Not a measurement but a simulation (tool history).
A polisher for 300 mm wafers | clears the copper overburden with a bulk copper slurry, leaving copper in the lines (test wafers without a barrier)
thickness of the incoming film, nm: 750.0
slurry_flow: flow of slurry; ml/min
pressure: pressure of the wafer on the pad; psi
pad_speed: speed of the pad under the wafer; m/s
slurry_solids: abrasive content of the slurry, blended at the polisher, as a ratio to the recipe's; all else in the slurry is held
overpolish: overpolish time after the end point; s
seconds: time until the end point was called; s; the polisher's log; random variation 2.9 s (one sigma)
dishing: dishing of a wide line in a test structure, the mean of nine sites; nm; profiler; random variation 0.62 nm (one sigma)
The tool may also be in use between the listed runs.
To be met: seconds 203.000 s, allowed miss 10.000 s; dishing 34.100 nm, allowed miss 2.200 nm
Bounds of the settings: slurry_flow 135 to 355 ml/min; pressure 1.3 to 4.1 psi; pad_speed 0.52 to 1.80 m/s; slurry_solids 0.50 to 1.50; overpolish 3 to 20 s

| run | hour | slurry_flow | pressure | pad_speed | slurry_solids | overpolish | seconds | dishing |
|---|---|---|---|---|---|---|---|---|
| 1 | 0.0 | 225 | 2.7 | 1.16 | 1.00 | 10 | 94.951 | 51.691 |
| 2 | 8.0 | 275 | 2.7 | 1.16 | 1.00 | 10 | 92.375 | 52.923 |
| 3 | 14.3 | 250 | 2.7 | 1.16 | 1.00 | 10 | 94.758 | 51.975 |
| 4 | 15.4 | 290 | 2.7 | 1.16 | 1.00 | 10 | 93.962 | 51.581 |
| 5 | 18.2 | 290 | 2.7 | 1.16 | 1.00 | 6 | 93.768 | 35.500 |
| 6 | 23.6 | 320 | 2.7 | 1.16 | 1.00 | 6 | 91.838 | 35.310 |
| 7 | 29.2 | 315 | 2.2 | 1.06 | 1.00 | 8 | 120.030 | 35.951 |
| 8 | 30.5 | 315 | 1.9 | 0.98 | 1.00 | 9 | 143.430 | 31.864 |
| 9 | 33.0 | 300 | 1.3 | 0.82 | 0.95 | 14 | 231.270 | 32.080 |

Which of these 4 next moves meets every target?
| A | 35.5 | 305 | 1.3 | 0.70 | 1.25 | 17 | ? | ? |
| B | 35.5 | 355 | 1.7 | 0.74 | 1.00 | 13 | ? | ? |
| C | 35.5 | 320 | 1.6 | 0.80 | 0.65 | 11 | ? | ? |
| D | 35.5 | 300 | 1.3 | 0.70 | 1.00 | 17 | ? | ? |

| move | seconds | dishing |
|---|---|---|
| A | 252.310 | 34.363 |
| B | 203.260 | 33.400 |
| C | 215.690 | 27.518 |
| D | 264.150 | 33.109 |
A: further off than the last run
B: meets every target
C: further off than the last run
D: further off than the last run
Answer: B

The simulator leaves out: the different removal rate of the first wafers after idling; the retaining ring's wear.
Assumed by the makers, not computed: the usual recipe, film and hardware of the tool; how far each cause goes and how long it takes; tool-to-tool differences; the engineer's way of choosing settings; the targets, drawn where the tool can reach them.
